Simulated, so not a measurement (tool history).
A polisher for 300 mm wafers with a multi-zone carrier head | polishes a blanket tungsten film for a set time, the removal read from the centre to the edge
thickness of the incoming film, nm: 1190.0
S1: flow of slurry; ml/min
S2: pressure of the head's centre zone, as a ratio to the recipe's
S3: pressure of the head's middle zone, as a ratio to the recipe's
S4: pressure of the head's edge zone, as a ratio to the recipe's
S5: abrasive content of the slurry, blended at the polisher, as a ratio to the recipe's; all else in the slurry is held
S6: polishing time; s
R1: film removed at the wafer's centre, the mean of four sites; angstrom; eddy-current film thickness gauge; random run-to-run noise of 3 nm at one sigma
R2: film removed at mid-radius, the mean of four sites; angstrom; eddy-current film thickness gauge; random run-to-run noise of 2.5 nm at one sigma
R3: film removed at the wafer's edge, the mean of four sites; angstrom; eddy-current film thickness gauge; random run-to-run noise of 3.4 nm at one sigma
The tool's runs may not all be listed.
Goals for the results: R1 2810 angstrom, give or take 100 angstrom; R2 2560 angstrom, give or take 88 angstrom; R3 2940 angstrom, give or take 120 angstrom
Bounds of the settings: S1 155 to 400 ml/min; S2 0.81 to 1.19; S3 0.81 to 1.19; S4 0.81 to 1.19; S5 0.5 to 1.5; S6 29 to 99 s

run,hour,S1,S2,S3,S4,S5,S6,R1,R2,R3
1,0,255,1,1,1,1,64,3168.2,3264.9,3214.4
2,6,245,0.99,0.95,0.99,0.95,64,2990.7,3125.8,3040.4
3,7.4,300,0.99,0.95,0.99,0.95,64,3120,3128.3,3236.1
4,12.5,300,0.99,0.91,0.99,0.95,64,3161.1,3016.1,3234.4
5,17.2,300,1.04,0.91,0.99,0.95,64,3255.1,2994,3242.7
6,25.7,300,1.04,0.91,1.08,0.95,64,3248.4,3029.5,3343.7
7,33.6,295,1.03,0.89,1.08,0.9,63,3171.4,2794.5,3224.1
8,42.3,275,1.01,0.88,1.07,0.9,63,3044.8,2805.4,3155.4
9,50,245,0.99,0.81,1.05,0.75,62,2783.6,2394.9,2943.3
10,56.2,250,0.99,0.83,1.05,0.75,62,2756.4,2436.6,2934.1

Next run, 5 choices. One meets every target within its allowed miss, the rest don't. Which?
A,62.4,190,0.97,0.87,1.07,0.65,63,?,?,?
B,62.4,250,0.99,0.84,1.03,0.65,66,?,?,?
C,62.4,290,0.99,0.82,1.06,0.7,61,?,?,?
D,62.4,250,0.92,0.82,1.05,0.7,64,?,?,?
E,62.4,225,0.97,0.91,1.02,0.75,61,?,?,?

move,R1,R2,R3
A,2484.8,2391.9,2801.3
B,2757.8,2522.3,2959.4
C,2655.8,2377.9,2875.2
D,2562.8,2456.7,2967.1
E,2583.9,2574.4,2819.9
A: further off than the last run
B: all results land within tolerance of their targets
C: further off than the last run
D: further off than the last run
E: brings the last run's worst result on target, with another outside its allowed miss
So the answer is move B, the one that meets all the targets.
